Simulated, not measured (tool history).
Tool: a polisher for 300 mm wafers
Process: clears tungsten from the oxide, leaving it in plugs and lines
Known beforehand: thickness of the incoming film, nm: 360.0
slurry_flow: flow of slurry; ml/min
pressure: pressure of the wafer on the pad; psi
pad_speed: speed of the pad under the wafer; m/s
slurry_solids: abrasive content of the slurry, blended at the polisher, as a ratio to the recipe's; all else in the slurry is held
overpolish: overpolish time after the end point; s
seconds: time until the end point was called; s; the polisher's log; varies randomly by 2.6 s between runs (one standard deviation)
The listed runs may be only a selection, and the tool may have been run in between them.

run  hour  slurry_flow  pressure  pad_speed  slurry_solids  overpolish  seconds
  1     0          285       3.7       1.16              1          12    64.52
  2   6.2          285       3.7       1.02              1          12   71.304
  3   7.3          275         3       0.84           0.95          12   111.35
  4   8.4          275       2.6        0.8           0.95          12   133.87
  5     9          275       2.6        0.8           1.15          12   124.66
  6  11.6          275       2.6        0.8              1          12   127.44
  7  15.2          275       2.3       0.76              1          12   148.95
  8  22.8          275       2.1       0.74              1          12   167.69

Forecast run 9:
     28.9  -- slurry nozzle cleaned
  9  28.9          275         2       0.74              1          12        ?

Logged for run 9: seconds 166.95 s.

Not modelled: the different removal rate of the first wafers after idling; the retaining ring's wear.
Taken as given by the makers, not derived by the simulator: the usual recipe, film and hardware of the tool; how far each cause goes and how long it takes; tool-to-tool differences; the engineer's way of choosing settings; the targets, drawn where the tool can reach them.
